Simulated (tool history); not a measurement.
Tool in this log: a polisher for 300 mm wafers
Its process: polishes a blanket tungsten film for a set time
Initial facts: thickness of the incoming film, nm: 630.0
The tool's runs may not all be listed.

| run | hour | flow of slurry (ml/min) | pressure of the wafer on the pad (kPa) | speed of the pad under the wafer (m/s) | abrasive content of the slurry | polishing time (s) | film removed (angstrom) |
|---|---|---|---|---|---|---|---|
| 1 | 0.0 | 185 | 17.2 | 1.22 | 1.0 | 42 | 1542.60 |
| 2 | 8.8 | 180 | 14.5 | 1.10 | 1.0 | 42 | 1184.50 |
| 3 | 16.6 | 135 | 14.5 | 1.10 | 1.0 | 42 | 1151.50 |
| 4 | 23.8 | 135 | 16.5 | 1.10 | 1.0 | 42 | 1311.90 |
| 5 | 27.2 | 135 | 16.5 | 1.10 | 1.0 | 44 | 1375.90 |
| 6 | 29.3 | 135 | 13.8 | 1.00 | 1.0 | 44 | 1050.60 |

Expected results for the next run?
| 7 | 31.0 | 135 | 11.7 | 0.96 | 1.0 | 44 | ? |

Run 7 came out at film removed (angstrom) 850.45.

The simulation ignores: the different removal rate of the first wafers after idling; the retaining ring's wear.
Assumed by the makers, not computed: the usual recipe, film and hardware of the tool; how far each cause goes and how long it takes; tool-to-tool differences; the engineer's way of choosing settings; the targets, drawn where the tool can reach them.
